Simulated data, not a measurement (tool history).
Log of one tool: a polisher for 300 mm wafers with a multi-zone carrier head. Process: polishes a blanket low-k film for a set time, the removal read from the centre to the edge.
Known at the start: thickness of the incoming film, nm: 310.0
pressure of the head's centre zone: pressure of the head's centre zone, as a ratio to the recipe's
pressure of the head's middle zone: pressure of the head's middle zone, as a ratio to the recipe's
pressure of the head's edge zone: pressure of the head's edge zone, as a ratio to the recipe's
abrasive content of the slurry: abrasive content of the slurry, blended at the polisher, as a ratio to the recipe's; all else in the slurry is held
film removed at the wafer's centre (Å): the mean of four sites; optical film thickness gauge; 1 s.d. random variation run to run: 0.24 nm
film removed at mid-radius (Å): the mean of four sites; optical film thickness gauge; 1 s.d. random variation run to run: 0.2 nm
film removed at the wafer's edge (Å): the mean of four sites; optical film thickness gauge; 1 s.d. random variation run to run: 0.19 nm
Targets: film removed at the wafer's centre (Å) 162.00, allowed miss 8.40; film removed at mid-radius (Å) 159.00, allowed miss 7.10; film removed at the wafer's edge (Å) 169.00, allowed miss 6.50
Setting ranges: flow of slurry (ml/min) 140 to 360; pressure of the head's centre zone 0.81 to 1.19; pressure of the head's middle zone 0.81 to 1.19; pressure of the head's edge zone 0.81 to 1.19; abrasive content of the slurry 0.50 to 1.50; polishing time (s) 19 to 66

run,hour,flow of slurry (ml/min),pressure of the head's centre zone,pressure of the head's middle zone,pressure of the head's edge zone,abrasive content of the slurry,polishing time (s),film removed at the wafer's centre (Å),film removed at mid-radius (Å),film removed at the wafer's edge (Å)
1,0.0,230,1.00,1.00,1.00,1.00,42,120.49,112.42,120.06
2,5.4,230,1.00,1.01,1.01,1.05,42,119.60,121.42,123.33
3,14.3,230,1.00,1.01,1.01,1.05,37,107.34,104.52,109.35
4,21.8,230,1.01,1.00,1.03,1.10,38,113.24,110.69,117.99
5,24.4,230,1.01,1.00,1.03,1.20,38,118.19,116.23,121.70
6,32.6,230,1.02,1.00,1.05,1.25,39,126.11,118.99,129.37
7,35.1,230,1.02,1.01,1.06,1.30,40,125.69,127.32,132.37
8,37.2,250,1.09,0.94,1.11,1.50,48,181.24,150.85,178.31
9,37.9,250,1.08,0.95,1.10,1.50,48,174.98,150.91,173.09
10,39.3,250,1.07,0.96,1.10,1.50,48,177.40,153.10,172.00

Of the 4 settings listed for the next run, only one would bring every result within its allowed miss of target. Which one?
A,40.7,275,1.16,1.02,1.01,1.45,50,?,?,?
B,40.7,295,1.19,1.05,0.93,1.50,44,?,?,?
C,40.7,230,1.12,1.13,1.06,1.50,48,?,?,?
D,40.7,250,1.00,0.99,1.08,1.50,47,?,?,?

move,film removed at the wafer's centre (Å),film removed at mid-radius (Å),film removed at the wafer's edge (Å)
A,200.45,169.49,175.36
B,184.67,155.84,151.81
C,185.04,177.09,171.79
D,162.87,156.23,170.88
A: moves away from the targets compared with the last run
B: moves away from the targets compared with the last run
C: moves away from the targets compared with the last run
D: each result inside its tolerance
Move D is the one to make.
